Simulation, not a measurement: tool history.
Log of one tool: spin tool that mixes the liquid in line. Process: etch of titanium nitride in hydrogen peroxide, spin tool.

| run | hour | temperature setpoint of the liquid (C) | concentration of hydrogen peroxide in the mixed liquid (% by weight) | time under the liquid (s) | thickness taken off the titanium nitride on a monitor wafer (angstrom) |
|---|---|---|---|---|---|
| 1 | 0.0 | 45.0 | 19 | 40 | 25.184 |
| 2 | 2.5 | 45.5 | 19 | 40 | 26.152 |
| 3 | 10.6 | 40.5 | 19 | 40 | 18.164 |
| 4 | 15.8 | 42.0 | 19 | 40 | 20.160 |
| 5 | 19.6 | 43.0 | 19 | 40 | 21.940 |
| 6 | 27.2 | 43.0 | 19 | 40 | 21.880 |
| 7 | 35.2 | 44.0 | 19 | 40 | 23.479 |

Forecast run 8:
| 8 | 39.7 | 44.5 | 19 | 40 | ? |

thickness taken off the titanium nitride on a monitor wafer (angstrom): 24.417
